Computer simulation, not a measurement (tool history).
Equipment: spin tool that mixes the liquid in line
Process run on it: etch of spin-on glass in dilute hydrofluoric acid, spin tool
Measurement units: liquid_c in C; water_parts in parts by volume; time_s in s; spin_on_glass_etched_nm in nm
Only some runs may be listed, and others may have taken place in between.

{"run": 1, "hour": 0.0, "liquid_c": 26.0, "water_parts": 175, "time_s": 20, "spin_on_glass_etched_nm": 2.5084}
{"run": 2, "hour": 4.8, "liquid_c": 27.0, "water_parts": 155, "time_s": 20, "spin_on_glass_etched_nm": 3.0239}
{"run": 3, "hour": 13.4, "liquid_c": 27.0, "water_parts": 155, "time_s": 15, "spin_on_glass_etched_nm": 2.3081}
{"run": 4, "hour": 19.2, "liquid_c": 23.5, "water_parts": 155, "time_s": 15, "spin_on_glass_etched_nm": 1.9911}
{"run": 5, "hour": 26.4, "liquid_c": 23.5, "water_parts": 155, "time_s": 15, "spin_on_glass_etched_nm": 1.9987}
{"run": 6, "hour": 31.6, "liquid_c": 26.5, "water_parts": 155, "time_s": 15, "spin_on_glass_etched_nm": 2.205}
{"run": 7, "hour": 36.8, "liquid_c": 27.5, "water_parts": 140, "time_s": 15, "spin_on_glass_etched_nm": 2.611}

Expected results for the next run?
{"run": 8, "hour": 43.7, "liquid_c": 28.5, "water_parts": 125, "time_s": 15, "spin_on_glass_etched_nm": "?"}

Logged for run 8: spin_on_glass_etched_nm 3.1129 nm.
